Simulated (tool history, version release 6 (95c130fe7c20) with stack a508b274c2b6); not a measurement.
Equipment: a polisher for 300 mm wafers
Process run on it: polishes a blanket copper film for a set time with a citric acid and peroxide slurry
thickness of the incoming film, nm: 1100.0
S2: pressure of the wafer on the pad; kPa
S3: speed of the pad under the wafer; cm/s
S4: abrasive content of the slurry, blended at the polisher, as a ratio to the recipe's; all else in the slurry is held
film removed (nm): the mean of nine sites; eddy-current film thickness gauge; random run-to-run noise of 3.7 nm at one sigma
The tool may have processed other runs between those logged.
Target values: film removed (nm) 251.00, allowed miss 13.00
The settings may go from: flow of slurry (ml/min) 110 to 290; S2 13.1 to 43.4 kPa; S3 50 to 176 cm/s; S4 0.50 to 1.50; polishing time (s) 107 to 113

Run 1, hour 0.0: flow of slurry (ml/min) 185, S2 28.3 kPa, S3 112 cm/s, S4 1.00, polishing time (s) 107. Result: film removed (nm) 345.56.
Run 2, hour 1.2: flow of slurry (ml/min) 185, S2 28.3 kPa, S3 102 cm/s, S4 1.00, polishing time (s) 107. Result: film removed (nm) 322.62.
Run 3, hour 5.7: flow of slurry (ml/min) 185, S2 26.9 kPa, S3 102 cm/s, S4 1.00, polishing time (s) 107. Result: film removed (nm) 300.11.
Run 4, hour 11.2: flow of slurry (ml/min) 185, S2 26.9 kPa, S3 102 cm/s, S4 0.85, polishing time (s) 107. Result: film removed (nm) 291.87.
Run 5, hour 17.4: flow of slurry (ml/min) 185, S2 31.7 kPa, S3 102 cm/s, S4 0.85, polishing time (s) 107. Result: film removed (nm) 344.92.
Run 6, hour 21.4: flow of slurry (ml/min) 185, S2 30.3 kPa, S3 102 cm/s, S4 0.85, polishing time (s) 107. Result: film removed (nm) 319.75.
Run 7, hour 22.2: flow of slurry (ml/min) 185, S2 29.0 kPa, S3 102 cm/s, S4 0.85, polishing time (s) 107. Result: film removed (nm) 318.45.
Run 8, hour 31.0: flow of slurry (ml/min) 185, S2 27.6 kPa, S3 102 cm/s, S4 0.85, polishing time (s) 107. Result: film removed (nm) 304.96.
Run 9, hour 36.3: flow of slurry (ml/min) 185, S2 26.9 kPa, S3 102 cm/s, S4 0.85, polishing time (s) 107. Result: film removed (nm) 289.88.
Run 10, hour 40.8: flow of slurry (ml/min) 185, S2 26.2 kPa, S3 102 cm/s, S4 0.85, polishing time (s) 107. Result: film removed (nm) 287.50.
Run 11, hour 49.1: flow of slurry (ml/min) 185, S2 25.5 kPa, S3 102 cm/s, S4 0.85, polishing time (s) 107. Result: film removed (nm) 274.70.
Run 12, hour 53.8: flow of slurry (ml/min) 185, S2 24.8 kPa, S3 102 cm/s, S4 0.85, polishing time (s) 107. Result: film removed (nm) 275.84.

Below are 4 possible settings for the next run. Only one of them brings all results inside the allowed miss of their targets. Which is it?
Run A, hour 58.5: flow of slurry (ml/min) 205, S2 24.1 kPa, S3 80 cm/s, S4 0.90, polishing time (s) 107. Result: film removed (nm) ?.
Run B, hour 58.5: flow of slurry (ml/min) 185, S2 22.8 kPa, S3 100 cm/s, S4 0.85, polishing time (s) 109. Result: film removed (nm) ?.
Run C, hour 58.5: flow of slurry (ml/min) 240, S2 26.2 kPa, S3 108 cm/s, S4 0.75, polishing time (s) 113. Result: film removed (nm) ?.
Run D, hour 58.5: flow of slurry (ml/min) 175, S2 24.8 kPa, S3 102 cm/s, S4 0.80, polishing time (s) 113. Result: film removed (nm) ?.

move  film removed (nm)
   A             222.81
   B             242.68
   C             299.44
   D             270.04
A: pushes the last run's worst result past its target
B: all results land within tolerance of their targets
C: misses by more than the last run did
D: closes in on the targets versus the last run, not all within tolerance yet
B is the move that brings every result within its allowed miss.
